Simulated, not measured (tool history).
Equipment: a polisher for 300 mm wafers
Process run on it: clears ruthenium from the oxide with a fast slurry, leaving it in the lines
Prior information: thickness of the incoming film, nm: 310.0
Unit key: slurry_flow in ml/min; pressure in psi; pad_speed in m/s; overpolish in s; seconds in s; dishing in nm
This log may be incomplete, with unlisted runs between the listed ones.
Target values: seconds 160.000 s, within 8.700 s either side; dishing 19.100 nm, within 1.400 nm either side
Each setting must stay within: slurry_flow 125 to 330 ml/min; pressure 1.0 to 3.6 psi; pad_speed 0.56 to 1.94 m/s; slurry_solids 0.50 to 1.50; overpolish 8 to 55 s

{"run": 1, "hour": 0.0, "slurry_flow": 210, "pressure": 2.3, "pad_speed": 1.24, "slurry_solids": 1.0, "overpolish": 28, "seconds": 66.233, "dishing": 72.727}
{"run": 2, "hour": 7.6, "slurry_flow": 210, "pressure": 2.3, "pad_speed": 1.24, "slurry_solids": 1.0, "overpolish": 38, "seconds": 69.27, "dishing": 89.711}
{"run": 3, "hour": 11.6, "slurry_flow": 210, "pressure": 1.9, "pad_speed": 1.02, "slurry_solids": 1.0, "overpolish": 28, "seconds": 92.732, "dishing": 57.113}
{"run": 4, "hour": 18.3, "slurry_flow": 210, "pressure": 1.9, "pad_speed": 1.02, "slurry_solids": 1.0, "overpolish": 32, "seconds": 89.84, "dishing": 65.751}
{"run": 5, "hour": 24.8, "slurry_flow": 200, "pressure": 1.7, "pad_speed": 0.88, "slurry_solids": 0.85, "overpolish": 24, "seconds": 114.45, "dishing": 44.027}
{"run": 6, "hour": 29.1, "slurry_flow": 200, "pressure": 1.7, "pad_speed": 1.02, "slurry_solids": 0.85, "overpolish": 24, "seconds": 98.905, "dishing": 49.306}
{"run": 7, "hour": 30.3, "slurry_flow": 175, "pressure": 1.6, "pad_speed": 0.86, "slurry_solids": 0.75, "overpolish": 19, "seconds": 129.58, "dishing": 32.838}
{"run": 8, "hour": 34.1, "slurry_flow": 125, "pressure": 1.5, "pad_speed": 0.78, "slurry_solids": 0.6, "overpolish": 8, "seconds": 160.48, "dishing": 11.687}
{"run": 9, "hour": 35.7, "slurry_flow": 185, "pressure": 1.3, "pad_speed": 0.78, "slurry_solids": 0.7, "overpolish": 11, "seconds": 152.53, "dishing": 16.01}

Pick the move, out of 4, that brings all results within their allowed miss; only one does.
{"run": "A", "hour": 37.3, "slurry_flow": 165, "pressure": 1.8, "pad_speed": 0.64, "slurry_solids": 0.7, "overpolish": 9, "seconds": "?", "dishing": "?"}
{"run": "B", "hour": 37.3, "slurry_flow": 130, "pressure": 2.1, "pad_speed": 0.58, "slurry_solids": 0.6, "overpolish": 13, "seconds": "?", "dishing": "?"}
{"run": "C", "hour": 37.3, "slurry_flow": 245, "pressure": 1.2, "pad_speed": 0.82, "slurry_solids": 0.5, "overpolish": 11, "seconds": "?", "dishing": "?"}
{"run": "D", "hour": 37.3, "slurry_flow": 225, "pressure": 1.4, "pad_speed": 0.8, "slurry_solids": 0.7, "overpolish": 13, "seconds": "?", "dishing": "?"}

move=A seconds=154.650 dishing=14.584
move=B seconds=162.880 dishing=19.599
move=C seconds=168.490 dishing=16.252
move=D seconds=146.430 dishing=21.619
A: further off than the last run
B: meets every target
C: moves toward the targets from the last run without getting all of them in spec
D: the result that was furthest off in the last run now lies on the other side of its target
Move B is the one to make.
